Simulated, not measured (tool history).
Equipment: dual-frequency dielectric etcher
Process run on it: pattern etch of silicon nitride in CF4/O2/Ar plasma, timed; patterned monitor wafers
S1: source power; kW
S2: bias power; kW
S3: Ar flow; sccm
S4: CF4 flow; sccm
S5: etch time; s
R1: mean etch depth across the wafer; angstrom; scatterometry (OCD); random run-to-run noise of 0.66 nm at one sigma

| run | hour | S1 | S2 | S3 | S4 | S5 | R1 |
|---|---|---|---|---|---|---|---|
| 1 | 0.0 | 0.650 | 0.044 | 135 | 120 | 136 | 3011.7 |
| 2 | 8.4 | 0.650 | 0.044 | 135 | 120 | 136 | 3015.7 |
| 3 | 15.2 | 0.620 | 0.044 | 135 | 120 | 136 | 2880.1 |
| 4 | 23.4 | 0.590 | 0.044 | 135 | 120 | 136 | 2700.0 |
| 5 | 31.1 | 0.570 | 0.044 | 135 | 120 | 136 | 2607.8 |
| 6 | 37.1 | 0.560 | 0.044 | 135 | 120 | 136 | 2549.4 |
| 7 | 44.5 | 0.430 | 0.043 | 136 | 120 | 136 | 1877.7 |

Predict the results of run 8:
| 8 | 49.4 | 0.510 | 0.043 | 136 | 120 | 136 | ? |

Run 8 gave R1 2294.2 angstrom.

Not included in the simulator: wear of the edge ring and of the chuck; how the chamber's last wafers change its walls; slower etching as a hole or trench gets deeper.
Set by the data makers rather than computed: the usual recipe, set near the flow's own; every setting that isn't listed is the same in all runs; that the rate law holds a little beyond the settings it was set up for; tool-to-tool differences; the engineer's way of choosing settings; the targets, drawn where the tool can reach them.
